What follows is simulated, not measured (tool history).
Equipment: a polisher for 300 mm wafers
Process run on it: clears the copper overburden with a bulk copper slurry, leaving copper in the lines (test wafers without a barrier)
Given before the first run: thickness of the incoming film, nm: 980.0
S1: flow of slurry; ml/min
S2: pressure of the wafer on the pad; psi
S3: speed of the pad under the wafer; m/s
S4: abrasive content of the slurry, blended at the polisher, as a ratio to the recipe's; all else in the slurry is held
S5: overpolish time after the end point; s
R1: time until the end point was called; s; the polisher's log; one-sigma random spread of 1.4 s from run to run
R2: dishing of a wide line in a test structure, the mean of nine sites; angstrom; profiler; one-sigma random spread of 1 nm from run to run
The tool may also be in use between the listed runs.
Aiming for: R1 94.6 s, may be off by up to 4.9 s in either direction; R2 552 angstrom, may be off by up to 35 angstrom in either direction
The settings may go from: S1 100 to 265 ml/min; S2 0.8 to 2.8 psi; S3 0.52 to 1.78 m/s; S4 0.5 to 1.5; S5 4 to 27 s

run,hour,S1,S2,S3,S4,S5,R1,R2
1,0,170,1.8,1.14,1,14,120.93,466.23
2,6.1,190,1.8,1.14,1,14,119.92,483.7
3,10,190,1.8,0.9,1,14,143.86,425.59
4,13.8,190,1.9,0.9,1,14,136.79,457.23
5,15.8,190,1.7,0.9,1,14,153.18,408.75
6,17.7,190,1.9,0.92,1,13,137.44,437.78
7,21.4,190,2,0.94,1,12,124.31,428.08
8,27.8,190,2.1,0.94,1,12,120.21,449.03
9,30.6,190,2.2,0.94,1,12,114.95,453.19
10,38.5,190,2.3,0.94,1,12,109.16,497.55
11,44.2,195,2.6,0.96,1,11,94.99,496.21

5 candidate next runs follow, results not yet known. Just one meets every target within its allowed miss. Identify it.
A,49.9,170,2.3,1.14,1.05,9,?,?
B,49.9,185,2,1.44,0.95,8,?,?
C,49.9,190,2.8,0.92,1.05,10,?,?
D,49.9,155,2.6,1.06,0.8,18,?,?
E,49.9,175,2.8,0.88,1.15,13,?,?

move,R1,R2
A,95.61,435.63
B,90.756,412.67
C,91.523,484.71
D,94.709,620.56
E,94.535,547.37
A: lands further from the targets than the last run did
B: lands further from the targets than the last run did
C: lands further from the targets than the last run did
D: carries the result that was furthest off beyond its target, to the other side
E: hits every target within its allowed miss
The move that meets every target is E.
